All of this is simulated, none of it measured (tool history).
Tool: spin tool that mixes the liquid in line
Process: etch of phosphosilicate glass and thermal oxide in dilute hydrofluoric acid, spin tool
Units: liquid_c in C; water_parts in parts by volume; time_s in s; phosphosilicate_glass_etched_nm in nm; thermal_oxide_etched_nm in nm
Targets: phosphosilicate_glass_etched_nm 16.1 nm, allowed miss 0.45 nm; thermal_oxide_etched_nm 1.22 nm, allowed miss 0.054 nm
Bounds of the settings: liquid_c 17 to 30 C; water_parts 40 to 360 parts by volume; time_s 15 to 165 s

run,day,liquid_c,water_parts,time_s,phosphosilicate_glass_etched_nm,thermal_oxide_etched_nm
1,0,22,200,85,21.782,1.6903
2,0.167,20.5,205,85,20.053,1.5093
3,0.3,20,215,85,18.574,1.4337
4,0.571,20,215,55,12.05,0.9236
5,0.696,22,210,55,13.456,1.0295
6,1.046,23.5,210,55,14.041,1.0871
7,1.142,24.5,210,55,14.676,1.1367
8,1.271,25,210,55,14.92,1.1401
9,1.342,25.5,210,55,15.155,1.161
10,1.642,26,210,55,15.542,1.1691

4 next moves are on the table. One of them brings every result within its allowed miss. Which?
A,1.942,27.5,260,65,?,?
B,1.942,30,240,55,?,?
C,1.942,30,230,55,?,?
D,1.942,26,185,45,?,?

move,phosphosilicate_glass_etched_nm,thermal_oxide_etched_nm
A,14.779,1.13
B,15.08,1.1529
C,15.922,1.2173
D,14.828,1.1337
A: further off than the last run
B: further off than the last run
C: meets every target
D: further off than the last run
Move C is the one to make.

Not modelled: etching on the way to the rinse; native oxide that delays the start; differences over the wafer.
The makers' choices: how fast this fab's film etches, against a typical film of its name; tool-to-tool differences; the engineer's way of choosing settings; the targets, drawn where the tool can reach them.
